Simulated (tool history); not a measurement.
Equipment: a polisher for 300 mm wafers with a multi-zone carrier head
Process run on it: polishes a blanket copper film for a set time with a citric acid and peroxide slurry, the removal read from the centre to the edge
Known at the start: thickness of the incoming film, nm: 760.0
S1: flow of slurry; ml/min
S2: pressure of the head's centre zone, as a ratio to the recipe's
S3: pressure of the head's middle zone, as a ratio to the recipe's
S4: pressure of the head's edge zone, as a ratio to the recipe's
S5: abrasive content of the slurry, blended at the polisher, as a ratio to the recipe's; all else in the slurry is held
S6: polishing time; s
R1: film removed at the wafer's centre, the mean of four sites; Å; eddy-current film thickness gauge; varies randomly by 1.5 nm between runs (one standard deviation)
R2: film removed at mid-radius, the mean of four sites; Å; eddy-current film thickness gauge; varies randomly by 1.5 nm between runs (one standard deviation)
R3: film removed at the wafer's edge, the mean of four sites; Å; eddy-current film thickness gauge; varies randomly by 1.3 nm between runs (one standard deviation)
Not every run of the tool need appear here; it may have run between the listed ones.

run  hour   S1    S2    S3    S4    S5  S6      R1      R2      R3
  1   0.0  125  1.00  1.00  1.00  1.00  80  2085.4  2013.0  2184.6
  2   3.5  110  1.00  1.00  1.00  1.00  80  1984.0  1965.0  2137.0
  3   5.1  110  1.08  1.00  1.00  1.00  80  2171.3  1968.1  2151.8
  4  10.9  110  1.12  1.00  1.00  1.00  80  2201.9  1961.4  2120.8
  5  15.9  105  1.06  1.03  0.99  0.90  77  1947.5  1869.4  2002.9
  6  21.5  120  1.06  1.03  0.99  0.90  77  2081.3  1949.5  2046.8
  7  23.0  110  1.01  1.05  0.97  0.80  75  1829.1  1838.1  1935.6
  8  26.2  105  0.98  1.07  0.95  0.75  73  1709.8  1791.1  1819.0
  9  32.7  100  0.95  1.08  0.94  0.70  72  1524.3  1731.3  1721.4
 10  34.7   95  0.93  1.08  0.93  0.70  72  1483.6  1718.8  1701.9
 11  36.4   90  0.91  1.08  0.92  0.70  72  1402.9  1669.6  1704.2

Run 12 comes next. What will it give?
 12  43.8  90  0.90  1.09  0.91  0.65  72   ?   ?   ?

R1: 1393.4 Å
R2: 1702.5 Å
R3: 1637.9 Å

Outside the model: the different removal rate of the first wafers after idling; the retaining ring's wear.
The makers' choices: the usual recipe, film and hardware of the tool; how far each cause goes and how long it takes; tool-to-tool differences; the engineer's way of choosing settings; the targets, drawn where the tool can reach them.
